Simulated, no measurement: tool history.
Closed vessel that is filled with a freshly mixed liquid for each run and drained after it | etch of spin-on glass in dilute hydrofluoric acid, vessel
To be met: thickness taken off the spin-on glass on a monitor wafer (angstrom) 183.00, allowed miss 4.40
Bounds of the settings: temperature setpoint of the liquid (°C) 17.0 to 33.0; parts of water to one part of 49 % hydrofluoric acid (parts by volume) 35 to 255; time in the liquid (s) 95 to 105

run	hour	temperature setpoint of the liquid (°C)	parts of water to one part of 49 % hydrofluoric acid (parts by volume)	time in the liquid (s)	thickness taken off the spin-on glass on a monitor wafer (angstrom)
1	0.0	25.0	145	95	282.43
2	5.7	24.0	145	95	272.86
3	13.4	24.0	145	105	301.50
4	22.7	23.0	150	105	280.25
5	30.6	22.5	150	105	273.33
6	39.3	22.5	150	105	273.30
7	42.4	22.0	150	105	266.91
8	49.4	22.0	150	105	269.39
# hour 57.8: thermometer replaced
9	57.8	21.5	155	105	266.13
10	66.8	21.0	160	105	255.11
11	72.0	20.5	165	105	240.30

5 next moves are on the table. One of them brings every result within its allowed miss. Which?
A	77.2	18.5	185	95	?
B	77.2	18.5	175	100	?
C	77.2	21.0	140	105	?
D	77.2	21.5	205	95	?
E	77.2	20.5	200	100	?

move	thickness taken off the spin-on glass on a monitor wafer (angstrom)
A	177.07
B	198.95
C	298.93
D	175.97
E	183.67
A: takes the result that was furthest off past its target
B: nearer than the last run, and not there yet
C: further off than the last run
D: takes the result that was furthest off past its target
E: meets every target
The right move is E.

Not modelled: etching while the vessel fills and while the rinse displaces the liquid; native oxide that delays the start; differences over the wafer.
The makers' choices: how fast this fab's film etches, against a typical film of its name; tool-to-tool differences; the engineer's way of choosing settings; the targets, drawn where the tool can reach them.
